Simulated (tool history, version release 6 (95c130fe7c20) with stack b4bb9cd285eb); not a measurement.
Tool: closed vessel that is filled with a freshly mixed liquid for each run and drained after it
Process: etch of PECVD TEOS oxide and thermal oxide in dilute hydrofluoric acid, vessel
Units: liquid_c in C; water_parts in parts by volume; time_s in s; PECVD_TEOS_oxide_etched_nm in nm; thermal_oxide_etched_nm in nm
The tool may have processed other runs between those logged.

run  hour  liquid_c  water_parts  time_s  PECVD_TEOS_oxide_etched_nm  thermal_oxide_etched_nm
  1     0        23          190      85                      11.351                   2.1061
  2   8.9        23          145      85                      15.533                   2.9785
  3  15.6      26.5          145      85                       17.52                   3.3338
  4  18.7      26.5          145      70                      14.316                   2.7462
  5  22.1      26.5          110      70                      20.311                   3.6246
  6    23      26.5           85      70                      27.213                   5.0288
  7  29.7      30.5           55      70                      50.753                   9.5114

For run 8, what comes out?
  8  31.7        30           55      70                           ?                        ?

{"run 8": {"PECVD_TEOS_oxide_etched_nm": 49.296, "thermal_oxide_etched_nm": 9.2165}}

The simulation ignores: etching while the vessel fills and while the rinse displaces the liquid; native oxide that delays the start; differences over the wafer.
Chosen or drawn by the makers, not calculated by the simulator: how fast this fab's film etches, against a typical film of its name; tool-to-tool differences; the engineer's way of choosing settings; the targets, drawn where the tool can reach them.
